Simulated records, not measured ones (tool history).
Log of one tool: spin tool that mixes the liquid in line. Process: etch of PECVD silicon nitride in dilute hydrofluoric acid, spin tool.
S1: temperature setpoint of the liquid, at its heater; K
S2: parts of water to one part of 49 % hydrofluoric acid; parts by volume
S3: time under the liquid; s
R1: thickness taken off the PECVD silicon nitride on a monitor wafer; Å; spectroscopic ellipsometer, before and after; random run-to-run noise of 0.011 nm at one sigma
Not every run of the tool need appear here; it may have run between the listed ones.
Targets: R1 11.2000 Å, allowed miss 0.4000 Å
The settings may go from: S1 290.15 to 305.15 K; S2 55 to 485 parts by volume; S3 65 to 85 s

run  hour      S1   S2  S3       R1
  1   0.0  297.15  270  85  18.3460
  2   2.2  296.65  270  85  18.0270
  3   7.0  296.65  270  85  17.5790
  4  10.4  296.15  270  85  17.5710
  5  11.4  295.65  275  85  16.2750
  6  14.5  295.65  215  85  21.0400
     18.4  -- thermometer replaced
  7  18.4  295.15  225  85  18.0330
  8  21.0  294.65  225  85  17.5180
  9  27.3  294.15  225  85  17.3440
 10  30.4  290.15  300  85   9.9367
 11  31.0  291.15  300  85  10.5960

Which of these 4 next moves meets every target?
  A  31.6  290.65  270  85   ?
  B  31.6  291.65  295  75   ?
  C  31.6  290.15  315  85   ?
  D  31.6  291.65  335  85   ?

move       R1
   A  11.3820
   B   9.8485
   C   9.5130
   D   9.8829
A: hits every target within its allowed miss
B: further off than the last run
C: further off than the last run
D: further off than the last run
The right move is A.
